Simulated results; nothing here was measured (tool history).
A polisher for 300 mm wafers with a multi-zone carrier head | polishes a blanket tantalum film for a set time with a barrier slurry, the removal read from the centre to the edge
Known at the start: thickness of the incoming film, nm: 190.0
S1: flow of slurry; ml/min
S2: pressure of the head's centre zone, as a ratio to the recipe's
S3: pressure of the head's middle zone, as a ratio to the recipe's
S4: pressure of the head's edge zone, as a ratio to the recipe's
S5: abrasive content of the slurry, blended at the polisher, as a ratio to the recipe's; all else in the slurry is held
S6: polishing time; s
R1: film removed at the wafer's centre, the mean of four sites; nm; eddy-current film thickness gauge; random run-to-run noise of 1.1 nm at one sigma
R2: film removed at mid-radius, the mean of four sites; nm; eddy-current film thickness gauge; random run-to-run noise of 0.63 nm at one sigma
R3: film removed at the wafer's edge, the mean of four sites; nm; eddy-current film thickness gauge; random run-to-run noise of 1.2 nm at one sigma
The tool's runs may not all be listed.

run	hour	S1	S2	S3	S4	S5	S6	R1	R2	R3
1	0.0	285	1.00	1.00	1.00	1.00	49	57.412	56.820	56.188
2	1.1	285	1.00	1.00	0.92	1.00	49	58.294	56.242	52.912
3	8.6	285	1.00	1.00	0.92	1.20	49	60.976	58.592	55.426
4	17.5	230	1.00	1.00	0.92	1.20	49	58.321	57.864	55.191
5	26.0	240	1.04	1.02	0.97	1.25	51	63.630	60.966	59.882
6	26.6	200	1.04	1.02	0.97	1.25	51	62.617	60.119	58.800

Expected results for the next run?
7	31.0	200	1.04	1.02	0.97	1.25	51	?	?	?

{"run 7": {"R1": 61.647, "R2": 59.296, "R3": 57.428}}
